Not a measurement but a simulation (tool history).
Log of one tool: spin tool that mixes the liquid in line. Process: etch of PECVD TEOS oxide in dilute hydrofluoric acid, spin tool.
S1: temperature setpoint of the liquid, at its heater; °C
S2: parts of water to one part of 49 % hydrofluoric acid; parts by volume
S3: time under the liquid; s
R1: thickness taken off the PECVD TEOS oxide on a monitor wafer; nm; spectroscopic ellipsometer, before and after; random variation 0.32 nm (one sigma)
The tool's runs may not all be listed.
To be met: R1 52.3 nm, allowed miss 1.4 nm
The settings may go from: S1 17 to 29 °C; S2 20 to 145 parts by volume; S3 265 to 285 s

run 1 hour=0 | S1=21 S2=80 S3=265 | R1=23.926
run 2 hour=3.1 | S1=24 S2=80 S3=265 | R1=26.577
run 3 hour=7.2 | S1=24.5 S2=75 S3=265 | R1=29.311
run 4 hour=14.4 | S1=25 S2=70 S3=265 | R1=32.093
run 5 hour=19.7 | S1=22 S2=70 S3=265 | R1=28.442
run 6 hour=20.5 | S1=23 S2=65 S3=265 | R1=31.953
run 7 hour=25.7 | S1=23.5 S2=65 S3=265 | R1=33.031
run 8 hour=27.5 | S1=24 S2=65 S3=265 | R1=33.75
run 9 hour=34.1 | S1=24.5 S2=65 S3=265 | R1=34.473
run 10 hour=38.4 | S1=25 S2=65 S3=265 | R1=34.941

Which of these 5 next moves meets every target?
run A hour=42.7 | S1=28 S2=50 S3=285 | R1=?
run B hour=42.7 | S1=26 S2=50 S3=285 | R1=?
run C hour=42.7 | S1=22 S2=40 S3=285 | R1=?
run D hour=42.7 | S1=26.5 S2=45 S3=275 | R1=?
run E hour=42.7 | S1=25 S2=45 S3=280 | R1=?

move=A R1=56.981
move=B R1=52.581
move=C R1=56.461
move=D R1=57.933
move=E R1=55.488
A: takes the result that was furthest off past its target
B: meets every target
C: takes the result that was furthest off past its target
D: takes the result that was furthest off past its target
E: takes the result that was furthest off past its target
Move B is the one to make.

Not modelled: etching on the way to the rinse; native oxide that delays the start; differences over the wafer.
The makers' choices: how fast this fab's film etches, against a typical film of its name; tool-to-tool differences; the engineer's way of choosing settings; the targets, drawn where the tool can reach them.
